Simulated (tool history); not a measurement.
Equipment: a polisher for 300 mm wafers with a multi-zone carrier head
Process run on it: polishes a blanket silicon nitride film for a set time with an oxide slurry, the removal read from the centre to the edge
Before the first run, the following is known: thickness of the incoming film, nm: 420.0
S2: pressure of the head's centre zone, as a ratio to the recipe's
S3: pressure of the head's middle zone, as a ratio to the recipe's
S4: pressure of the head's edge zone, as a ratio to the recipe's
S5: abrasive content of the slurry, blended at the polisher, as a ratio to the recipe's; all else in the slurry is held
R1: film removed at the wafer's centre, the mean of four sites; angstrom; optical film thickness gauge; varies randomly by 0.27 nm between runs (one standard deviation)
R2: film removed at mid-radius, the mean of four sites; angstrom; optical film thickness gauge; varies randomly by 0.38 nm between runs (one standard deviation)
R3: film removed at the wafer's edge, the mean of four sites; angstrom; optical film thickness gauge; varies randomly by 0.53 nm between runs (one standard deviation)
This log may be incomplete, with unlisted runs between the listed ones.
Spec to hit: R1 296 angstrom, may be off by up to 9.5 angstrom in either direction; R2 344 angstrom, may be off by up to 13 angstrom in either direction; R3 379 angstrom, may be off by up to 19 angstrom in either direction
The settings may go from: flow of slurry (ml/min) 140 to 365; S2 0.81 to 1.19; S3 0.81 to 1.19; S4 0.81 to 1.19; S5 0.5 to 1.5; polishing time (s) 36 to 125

{"run": 1, "day": 0.0, "flow of slurry (ml/min)": 235, "S2": 1, "S3": 1, "S4": 1, "S5": 1, "polishing time (s)": 80, "R1": 351.45, "R2": 354.63, "R3": 331.79}
{"run": 2, "day": 0.283, "flow of slurry (ml/min)": 235, "S2": 1, "S3": 1, "S4": 1, "S5": 1.2, "polishing time (s)": 80, "R1": 373.43, "R2": 376.5, "R3": 353.76}
{"run": 3, "day": 0.446, "flow of slurry (ml/min)": 235, "S2": 1, "S3": 1.08, "S4": 1, "S5": 1.2, "polishing time (s)": 80, "R1": 374.14, "R2": 391.64, "R3": 359.33}
{"run": 4, "day": 0.708, "flow of slurry (ml/min)": 200, "S2": 1, "S3": 1.08, "S4": 1, "S5": 1.2, "polishing time (s)": 80, "R1": 366.54, "R2": 400.23, "R3": 354.68}
{"run": 5, "day": 1.008, "flow of slurry (ml/min)": 210, "S2": 0.95, "S3": 1.04, "S4": 1.04, "S5": 1.2, "polishing time (s)": 80, "R1": 351.58, "R2": 377.79, "R3": 356.75}
{"run": 6, "day": 1.2, "flow of slurry (ml/min)": 200, "S2": 0.92, "S3": 1.03, "S4": 1.08, "S5": 1.2, "polishing time (s)": 80, "R1": 341.54, "R2": 386.17, "R3": 367.93}
{"run": 7, "day": 1.488, "flow of slurry (ml/min)": 195, "S2": 0.89, "S3": 1, "S4": 1.11, "S5": 1.2, "polishing time (s)": 80, "R1": 330.47, "R2": 375.5, "R3": 365.78}
{"run": 8, "day": 1.575, "flow of slurry (ml/min)": 140, "S2": 0.81, "S3": 0.9, "S4": 1.19, "S5": 1.25, "polishing time (s)": 80, "R1": 296.37, "R2": 330.19, "R3": 369.42}
{"run": 9, "day": 1.621, "flow of slurry (ml/min)": 140, "S2": 0.81, "S3": 0.91, "S4": 1.19, "S5": 1.25, "polishing time (s)": 80, "R1": 293.66, "R2": 327.78, "R3": 380.91}

Which one of the following 5 next-run settings gets every result inside its allowed miss? There is exactly one.
{"run": "A", "day": 1.667, "flow of slurry (ml/min)": 180, "S2": 0.84, "S3": 0.99, "S4": 1.1, "S5": 1.3, "polishing time (s)": 81, "R1": "?", "R2": "?", "R3": "?"}
{"run": "B", "day": 1.667, "flow of slurry (ml/min)": 185, "S2": 0.85, "S3": 0.98, "S4": 1.11, "S5": 1.2, "polishing time (s)": 83, "R1": "?", "R2": "?", "R3": "?"}
{"run": "C", "day": 1.667, "flow of slurry (ml/min)": 160, "S2": 0.85, "S3": 0.95, "S4": 1.12, "S5": 1.25, "polishing time (s)": 83, "R1": "?", "R2": "?", "R3": "?"}
{"run": "D", "day": 1.667, "flow of slurry (ml/min)": 140, "S2": 0.81, "S3": 0.94, "S4": 1.17, "S5": 1.45, "polishing time (s)": 77, "R1": "?", "R2": "?", "R3": "?"}
{"run": "E", "day": 1.667, "flow of slurry (ml/min)": 140, "S2": 0.81, "S3": 0.92, "S4": 1.19, "S5": 1.3, "polishing time (s)": 87, "R1": "?", "R2": "?", "R3": "?"}

move=A R1=323.05 R2=377.84 R3=377.71
move=B R1=327.02 R2=375.23 R3=379.74
move=C R1=325.09 R2=364.24 R3=381.85
move=D R1=297.63 R2=345.33 R3=374.82
move=E R1=324.88 R2=370.29 R3=412.77
A: moves the result that the last run missed by most past its target, out the other side
B: moves the result that the last run missed by most past its target, out the other side
C: moves the result that the last run missed by most past its target, out the other side
D: in spec on every target
E: moves the result that the last run missed by most past its target, out the other side
Answer: D
